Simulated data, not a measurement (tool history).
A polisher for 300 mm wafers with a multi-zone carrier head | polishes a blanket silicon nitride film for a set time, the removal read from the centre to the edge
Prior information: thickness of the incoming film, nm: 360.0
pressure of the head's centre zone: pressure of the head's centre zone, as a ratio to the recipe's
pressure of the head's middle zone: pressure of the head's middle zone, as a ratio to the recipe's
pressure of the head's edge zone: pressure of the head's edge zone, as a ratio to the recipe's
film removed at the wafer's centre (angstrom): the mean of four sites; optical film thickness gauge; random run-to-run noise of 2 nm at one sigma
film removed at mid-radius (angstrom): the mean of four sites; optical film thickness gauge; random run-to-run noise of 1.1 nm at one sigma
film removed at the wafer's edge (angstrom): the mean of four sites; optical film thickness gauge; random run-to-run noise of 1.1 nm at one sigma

| run | hour | flow of slurry (ml/min) | pressure of the head's centre zone | pressure of the head's middle zone | pressure of the head's edge zone | polishing time (s) | film removed at the wafer's centre (angstrom) | film removed at mid-radius (angstrom) | film removed at the wafer's edge (angstrom) |
|---|---|---|---|---|---|---|---|---|---|
| 1 | 0.0 | 280 | 1.00 | 1.00 | 1.00 | 71 | 1332.3 | 1316.4 | 1305.1 |
| 2 | 7.4 | 290 | 1.03 | 0.98 | 1.02 | 71 | 1389.8 | 1292.7 | 1339.9 |
| 3 | 9.8 | 290 | 1.03 | 0.98 | 0.94 | 71 | 1384.2 | 1276.9 | 1301.1 |
| 4 | 13.2 | 315 | 1.03 | 0.98 | 0.94 | 71 | 1370.0 | 1295.1 | 1318.5 |
| 5 | 15.1 | 320 | 1.06 | 0.97 | 0.95 | 71 | 1422.8 | 1285.5 | 1325.3 |
| 6 | 17.0 | 320 | 1.06 | 0.92 | 0.95 | 71 | 1444.2 | 1243.5 | 1305.0 |

Run 7 comes next. What will it give?
|  | 21.5 | edge zone pressure recalibrated |
| 7 | 21.5 | 335 | 1.08 | 0.91 | 0.99 | 71 | ? | ? | ? |

{"run 7": {"film removed at the wafer's centre (angstrom)": 1457.9, "film removed at mid-radius (angstrom)": 1218.0, "film removed at the wafer's edge (angstrom)": 1361.5}}
